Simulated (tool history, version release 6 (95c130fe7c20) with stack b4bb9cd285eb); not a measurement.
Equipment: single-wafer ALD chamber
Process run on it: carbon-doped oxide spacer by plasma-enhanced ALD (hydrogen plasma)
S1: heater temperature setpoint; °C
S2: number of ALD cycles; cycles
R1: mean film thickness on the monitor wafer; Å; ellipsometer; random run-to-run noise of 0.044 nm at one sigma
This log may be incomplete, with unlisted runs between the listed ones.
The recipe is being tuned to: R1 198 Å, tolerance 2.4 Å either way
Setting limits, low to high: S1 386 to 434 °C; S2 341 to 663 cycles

run 1 day=0 | S1=410 S2=502 | R1=232.63
run 2 day=0.312 | S1=415 S2=489 | R1=222.94
run 3 day=0.583 | S1=419 S2=480 | R1=216.07
run 4 day=0.65 | S1=425 S2=480 | R1=211.85
run 5 day=0.858 | S1=425 S2=539 | R1=237.78
run 6 day=1.046 | S1=425 S2=565 | R1=248.68
run 7 day=1.092 | S1=427 S2=538 | R1=236.41
run 8 day=1.254 | S1=428 S2=517 | R1=224.61
run 9 day=1.4 | S1=429 S2=503 | R1=219.33
run 10 day=1.562 | S1=430 S2=491 | R1=212.69
run 11 day=1.871 | S1=431 S2=483 | R1=209.12
run 12 day=1.946 | S1=432 S2=477 | R1=205.34
run 13 day=2.146 | S1=432 S2=473 | R1=203.99
run 14 day=2.304 | S1=432 S2=470 | R1=202.32
run 15 day=2.554 | S1=432 S2=468 | R1=201.7
-- day=2.9 thermocouple changed; heater temperature recalibrated
run 16 day=2.9 | S1=432 S2=466 | R1=203.72
run 17 day=3.033 | S1=432 S2=463 | R1=201.35
run 18 day=3.196 | S1=432 S2=461 | R1=201.25

Which single option among these 4 for the next run brings every result within its allowed miss of target? Just one does.
run A day=3.358 | S1=424 S2=431 | R1=?
run B day=3.358 | S1=434 S2=469 | R1=?
run C day=3.358 | S1=432 S2=467 | R1=?
run D day=3.358 | S1=432 S2=453 | R1=?

move=A R1=193.55
move=B R1=203.67
move=C R1=204.18
move=D R1=198.06
A: moves the result that the last run missed by most past its target, out the other side
B: moves away from the targets compared with the last run
C: moves away from the targets compared with the last run
D: in spec on every target
D is the move that brings every result within its allowed miss.
